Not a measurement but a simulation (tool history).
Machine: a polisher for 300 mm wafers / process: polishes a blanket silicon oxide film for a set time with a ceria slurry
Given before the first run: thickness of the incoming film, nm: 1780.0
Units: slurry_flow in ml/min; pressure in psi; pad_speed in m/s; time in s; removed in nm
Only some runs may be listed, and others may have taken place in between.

run 1 day=0 | slurry_flow=320 pressure=2 pad_speed=0.94 time=68 | removed=200.24
run 2 day=0.325 | slurry_flow=260 pressure=2 pad_speed=0.94 time=68 | removed=190.44
run 3 day=0.504 | slurry_flow=260 pressure=2 pad_speed=0.94 time=72 | removed=206.28
run 4 day=0.808 | slurry_flow=260 pressure=2 pad_speed=0.94 time=72 | removed=199.27
run 5 day=0.992 | slurry_flow=205 pressure=2 pad_speed=0.94 time=72 | removed=197.69
run 6 day=1.312 | slurry_flow=235 pressure=2 pad_speed=0.94 time=72 | removed=199.78

The next listed run, before its measurement:
run 7 day=1.567 | slurry_flow=240 pressure=2.1 pad_speed=0.94 time=72 | removed=?

Run 7 came out at removed 207.62 nm.
